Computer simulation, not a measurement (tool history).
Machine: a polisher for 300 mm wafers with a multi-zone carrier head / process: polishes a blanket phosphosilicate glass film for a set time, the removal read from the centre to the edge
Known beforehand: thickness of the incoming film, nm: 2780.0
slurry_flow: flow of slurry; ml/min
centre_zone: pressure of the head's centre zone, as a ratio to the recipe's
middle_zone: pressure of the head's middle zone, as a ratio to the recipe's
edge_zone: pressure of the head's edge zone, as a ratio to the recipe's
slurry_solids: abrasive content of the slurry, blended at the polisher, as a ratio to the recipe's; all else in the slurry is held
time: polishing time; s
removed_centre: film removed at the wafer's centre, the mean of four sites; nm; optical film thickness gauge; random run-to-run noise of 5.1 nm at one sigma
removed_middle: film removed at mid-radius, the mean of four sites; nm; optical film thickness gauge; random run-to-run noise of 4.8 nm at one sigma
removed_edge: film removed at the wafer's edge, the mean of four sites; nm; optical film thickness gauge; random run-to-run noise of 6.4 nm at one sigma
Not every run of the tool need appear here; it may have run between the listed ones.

{"run": 1, "hour": 0.0, "slurry_flow": 265, "centre_zone": 1, "middle_zone": 1, "edge_zone": 1, "slurry_solids": 1, "time": 89, "removed_centre": 768.4, "removed_middle": 749.7, "removed_edge": 765.06}
{"run": 2, "hour": 7.4, "slurry_flow": 265, "centre_zone": 1, "middle_zone": 1, "edge_zone": 0.97, "slurry_solids": 1, "time": 89, "removed_centre": 760.78, "removed_middle": 754.08, "removed_edge": 760.12}
{"run": 3, "hour": 10.3, "slurry_flow": 265, "centre_zone": 1, "middle_zone": 1, "edge_zone": 0.97, "slurry_solids": 1, "time": 110, "removed_centre": 937.41, "removed_middle": 927.09, "removed_edge": 930.19}
{"run": 4, "hour": 18.5, "slurry_flow": 265, "centre_zone": 1, "middle_zone": 1, "edge_zone": 0.93, "slurry_solids": 1, "time": 110, "removed_centre": 950.85, "removed_middle": 923.7, "removed_edge": 925.95}
{"run": 5, "hour": 21.3, "slurry_flow": 265, "centre_zone": 0.99, "middle_zone": 1, "edge_zone": 0.92, "slurry_solids": 0.95, "time": 107, "removed_centre": 902.12, "removed_middle": 889.84, "removed_edge": 858.27}
{"run": 6, "hour": 22.1, "slurry_flow": 265, "centre_zone": 1.06, "middle_zone": 1, "edge_zone": 0.92, "slurry_solids": 0.95, "time": 107, "removed_centre": 955.71, "removed_middle": 880.75, "removed_edge": 863.92}
{"run": 7, "hour": 29.9, "slurry_flow": 260, "centre_zone": 1.04, "middle_zone": 0.99, "edge_zone": 0.92, "slurry_solids": 0.9, "time": 105, "removed_centre": 885.19, "removed_middle": 838.49, "removed_edge": 838.57}
{"run": 8, "hour": 31.7, "slurry_flow": 260, "centre_zone": 1.04, "middle_zone": 0.99, "edge_zone": 0.92, "slurry_solids": 0.9, "time": 105, "removed_centre": 900.29, "removed_middle": 843.71, "removed_edge": 853.13}
{"run": 9, "hour": 36.9, "slurry_flow": 265, "centre_zone": 1.03, "middle_zone": 0.99, "edge_zone": 0.92, "slurry_solids": 0.85, "time": 102, "removed_centre": 829.55, "removed_middle": 805.7, "removed_edge": 798.64}
{"run": 10, "hour": 43.6, "slurry_flow": 265, "centre_zone": 1.03, "middle_zone": 0.98, "edge_zone": 0.91, "slurry_solids": 0.8, "time": 100, "removed_centre": 780.12, "removed_middle": 743.85, "removed_edge": 746}
{"run": 11, "hour": 45.1, "slurry_flow": 270, "centre_zone": 1.02, "middle_zone": 0.98, "edge_zone": 0.9, "slurry_solids": 0.75, "time": 99, "removed_centre": 764.45, "removed_middle": 726.84, "removed_edge": 707.52}
{"run": 12, "hour": 52.5, "slurry_flow": 265, "centre_zone": 1, "middle_zone": 0.97, "edge_zone": 0.9, "slurry_solids": 0.7, "time": 99, "removed_centre": 718.56, "removed_middle": 693.36, "removed_edge": 671.25}
{"run": 13, "hour": 53.4, "slurry_flow": 260, "centre_zone": 0.98, "middle_zone": 0.96, "edge_zone": 0.91, "slurry_solids": 0.7, "time": 99, "removed_centre": 692.81, "removed_middle": 696.77, "removed_edge": 686.45}
{"run": 14, "hour": 55.6, "slurry_flow": 265, "centre_zone": 0.97, "middle_zone": 0.95, "edge_zone": 0.9, "slurry_solids": 0.7, "time": 99, "removed_centre": 710.1, "removed_middle": 680.6, "removed_edge": 684.59}
{"run": 15, "hour": 60.3, "slurry_flow": 260, "centre_zone": 0.95, "middle_zone": 0.95, "edge_zone": 0.9, "slurry_solids": 0.7, "time": 99, "removed_centre": 676.6, "removed_middle": 676.48, "removed_edge": 680.68}
{"run": 16, "hour": 66.0, "slurry_flow": 265, "centre_zone": 0.94, "middle_zone": 0.95, "edge_zone": 0.89, "slurry_solids": 0.7, "time": 99, "removed_centre": 673.51, "removed_middle": 675.36, "removed_edge": 686.56}
{"run": 17, "hour": 74.2, "slurry_flow": 265, "centre_zone": 0.93, "middle_zone": 0.95, "edge_zone": 0.89, "slurry_solids": 0.7, "time": 98, "removed_centre": 662.63, "removed_middle": 667.73, "removed_edge": 656.15}
{"run": 18, "hour": 77.6, "slurry_flow": 260, "centre_zone": 0.92, "middle_zone": 0.94, "edge_zone": 0.88, "slurry_solids": 0.7, "time": 98, "removed_centre": 645.43, "removed_middle": 662.77, "removed_edge": 664.5}
{"run": 19, "hour": 82.8, "slurry_flow": 270, "centre_zone": 0.89, "middle_zone": 0.94, "edge_zone": 0.86, "slurry_solids": 0.5, "time": 90, "removed_centre": 475.52, "removed_middle": 505.92, "removed_edge": 499.22}

Run 20, settings as shown, results not yet in. Your forecast:
{"run": 20, "hour": 88.1, "slurry_flow": 270, "centre_zone": 0.9, "middle_zone": 0.95, "edge_zone": 0.87, "slurry_solids": 0.5, "time": 90, "removed_centre": "?", "removed_middle": "?", "removed_edge": "?"}

{"run 20": {"removed_centre": 493.81, "removed_middle": 506.87, "removed_edge": 497.35}}
